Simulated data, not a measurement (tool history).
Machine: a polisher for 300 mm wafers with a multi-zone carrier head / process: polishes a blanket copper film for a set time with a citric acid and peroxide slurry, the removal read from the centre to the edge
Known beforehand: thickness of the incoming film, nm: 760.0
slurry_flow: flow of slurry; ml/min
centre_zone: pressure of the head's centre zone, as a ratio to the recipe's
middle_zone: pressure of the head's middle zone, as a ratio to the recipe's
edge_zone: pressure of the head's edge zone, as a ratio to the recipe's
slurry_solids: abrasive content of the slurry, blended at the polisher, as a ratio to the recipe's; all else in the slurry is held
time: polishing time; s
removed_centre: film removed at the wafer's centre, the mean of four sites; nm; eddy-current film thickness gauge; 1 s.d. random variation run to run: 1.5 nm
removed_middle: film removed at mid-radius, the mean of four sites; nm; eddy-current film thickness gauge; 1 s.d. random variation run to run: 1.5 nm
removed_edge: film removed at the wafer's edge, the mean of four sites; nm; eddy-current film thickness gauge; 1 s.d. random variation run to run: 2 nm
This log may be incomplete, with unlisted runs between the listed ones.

{"run": 1, "day": 0.0, "slurry_flow": 240, "centre_zone": 1, "middle_zone": 1, "edge_zone": 1, "slurry_solids": 1, "time": 88, "removed_centre": 241.44, "removed_middle": 232.65, "removed_edge": 232.85}
{"run": 2, "day": 0.108, "slurry_flow": 270, "centre_zone": 1, "middle_zone": 1, "edge_zone": 1, "slurry_solids": 1, "time": 88, "removed_centre": 246.2, "removed_middle": 238.34, "removed_edge": 235.61}
{"run": 3, "day": 0.367, "slurry_flow": 255, "centre_zone": 1, "middle_zone": 0.98, "edge_zone": 0.99, "slurry_solids": 1, "time": 88, "removed_centre": 245.04, "removed_middle": 232.58, "removed_edge": 230.46}
{"run": 4, "day": 0.4, "slurry_flow": 210, "centre_zone": 1, "middle_zone": 0.98, "edge_zone": 0.99, "slurry_solids": 1, "time": 88, "removed_centre": 235.99, "removed_middle": 225.42, "removed_edge": 228.7}
{"run": 5, "day": 0.554, "slurry_flow": 210, "centre_zone": 1, "middle_zone": 0.98, "edge_zone": 0.99, "slurry_solids": 1.2, "time": 88, "removed_centre": 246.8, "removed_middle": 234.22, "removed_edge": 235.68}
{"day": 0.875, "done": "slurry nozzle cleaned"}
{"run": 6, "day": 0.875, "slurry_flow": 210, "centre_zone": 1, "middle_zone": 0.98, "edge_zone": 1.02, "slurry_solids": 1.2, "time": 88, "removed_centre": 251.74, "removed_middle": 244.97, "removed_edge": 248.47}
{"run": 7, "day": 1.096, "slurry_flow": 205, "centre_zone": 1, "middle_zone": 0.96, "edge_zone": 1, "slurry_solids": 1.2, "time": 88, "removed_centre": 252.59, "removed_middle": 242.66, "removed_edge": 238.13}
{"run": 8, "day": 1.338, "slurry_flow": 195, "centre_zone": 1.02, "middle_zone": 0.98, "edge_zone": 1, "slurry_solids": 1.1, "time": 89, "removed_centre": 252.83, "removed_middle": 239.5, "removed_edge": 243.59}

Run 9 comes next. What will it give?
{"run": 9, "day": 1.562, "slurry_flow": 190, "centre_zone": 1.01, "middle_zone": 0.95, "edge_zone": 1, "slurry_solids": 1.1, "time": 89, "removed_centre": "?", "removed_middle": "?", "removed_edge": "?"}

Logged for run 9: removed_centre 251.71 nm, removed_middle 232.07 nm, removed_edge 238.65 nm.
